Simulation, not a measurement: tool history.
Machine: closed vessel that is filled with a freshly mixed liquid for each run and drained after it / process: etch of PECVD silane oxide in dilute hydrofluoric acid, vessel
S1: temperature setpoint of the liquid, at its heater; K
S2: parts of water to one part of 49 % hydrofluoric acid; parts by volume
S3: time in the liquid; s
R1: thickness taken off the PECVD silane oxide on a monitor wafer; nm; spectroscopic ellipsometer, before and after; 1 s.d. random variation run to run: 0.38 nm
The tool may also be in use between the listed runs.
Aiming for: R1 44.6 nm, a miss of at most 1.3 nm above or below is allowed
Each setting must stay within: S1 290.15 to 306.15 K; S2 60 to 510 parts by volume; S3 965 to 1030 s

run 1 hour=0 | S1=298.15 S2=285 S3=965 | R1=65.378
run 2 hour=6.6 | S1=296.15 S2=295 S3=965 | R1=59.443
run 3 hour=10.7 | S1=296.15 S2=295 S3=1030 | R1=63.377
run 4 hour=16.2 | S1=296.15 S2=375 S3=1030 | R1=45.906
run 5 hour=23.1 | S1=296.15 S2=415 S3=1030 | R1=40.412
run 6 hour=26.4 | S1=296.65 S2=415 S3=1030 | R1=40.31
run 7 hour=30.5 | S1=300.15 S2=410 S3=1030 | R1=46.839
run 8 hour=33.3 | S1=299.65 S2=410 S3=1030 | R1=46.014

Next run, 5 choices. One meets every target within its allowed miss, the rest don't. Which?
run A hour=36.1 | S1=300.15 S2=420 S3=965 | R1=?
run B hour=36.1 | S1=299.65 S2=400 S3=1030 | R1=?
run C hour=36.1 | S1=295.15 S2=395 S3=1030 | R1=?
run D hour=36.1 | S1=300.65 S2=405 S3=965 | R1=?
run E hour=36.1 | S1=294.15 S2=340 S3=1030 | R1=?

move=A R1=42.357
move=B R1=47.613
move=C R1=41.79
move=D R1=45.252
move=E R1=49.208
A: carries the result that was furthest off beyond its target, to the other side
B: moves away from the targets compared with the last run
C: carries the result that was furthest off beyond its target, to the other side
D: every result lands within tolerance
E: moves away from the targets compared with the last run
D meets every target.
